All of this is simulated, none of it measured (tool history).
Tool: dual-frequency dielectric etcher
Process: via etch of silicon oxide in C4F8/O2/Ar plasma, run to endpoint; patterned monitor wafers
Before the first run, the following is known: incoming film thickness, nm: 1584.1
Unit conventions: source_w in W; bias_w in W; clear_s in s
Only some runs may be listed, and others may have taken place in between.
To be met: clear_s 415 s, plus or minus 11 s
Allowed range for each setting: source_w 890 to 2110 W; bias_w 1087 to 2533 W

run 1 hour=0 | source_w=1500 bias_w=1810 | clear_s=339.06
run 2 hour=0.9 | source_w=1310 bias_w=1691 | clear_s=368.91
run 3 hour=8.1 | source_w=1310 bias_w=2005 | clear_s=351.69
run 4 hour=8.9 | source_w=1310 bias_w=2209 | clear_s=341.78
run 5 hour=14.4 | source_w=1170 bias_w=2064 | clear_s=367.88
run 6 hour=20.4 | source_w=1080 bias_w=2014 | clear_s=384.03
run 7 hour=28.8 | source_w=1080 bias_w=2014 | clear_s=383.52
run 8 hour=35.5 | source_w=1020 bias_w=1986 | clear_s=394.65

Exercise: of the 4 proposed moves below, exactly one satisfies all targets within the stated allowed misses. Which move is it?
run A hour=42.2 | source_w=970 bias_w=2479 | clear_s=?
run B hour=42.2 | source_w=1120 bias_w=1807 | clear_s=?
run C hour=42.2 | source_w=1090 bias_w=1448 | clear_s=?
run D hour=42.2 | source_w=1070 bias_w=1970 | clear_s=?

move=A clear_s=381.5
move=B clear_s=389.15
move=C clear_s=416.33
move=D clear_s=388.51
A: misses by more than the last run did
B: misses by more than the last run did
C: each result inside its tolerance
D: misses by more than the last run did
Correct choice: C, which meets every target

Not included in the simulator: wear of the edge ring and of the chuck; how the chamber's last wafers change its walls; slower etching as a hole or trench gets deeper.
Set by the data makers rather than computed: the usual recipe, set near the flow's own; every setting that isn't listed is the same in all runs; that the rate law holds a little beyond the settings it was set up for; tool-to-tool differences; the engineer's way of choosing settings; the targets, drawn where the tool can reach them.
